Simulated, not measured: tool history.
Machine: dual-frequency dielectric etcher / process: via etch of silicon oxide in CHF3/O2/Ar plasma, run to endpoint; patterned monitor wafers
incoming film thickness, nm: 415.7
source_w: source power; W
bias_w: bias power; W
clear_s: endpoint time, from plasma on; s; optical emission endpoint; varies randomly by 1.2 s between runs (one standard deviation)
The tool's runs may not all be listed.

| run | hour | source_w | bias_w | clear_s |
|---|---|---|---|---|
| 1 | 0 | 890 | 145 | 192.45 |
| 2 | 5.1 | 850 | 143 | 196.18 |
| 3 | 7 | 970 | 143 | 184.91 |
| 4 | 12.3 | 920 | 141 | 191.92 |
| 5 | 17.8 | 880 | 140 | 192.93 |
| 6 | 23.5 | 880 | 163 | 189.47 |
| 7 | 25.5 | 830 | 161 | 191.32 |
| 8 | 29 | 780 | 158 | 197.96 |

Expected results for the next run?
| 9 | 32.9 | 750 | 156 | ? |

{"run 9": {"clear_s": 201.27}}
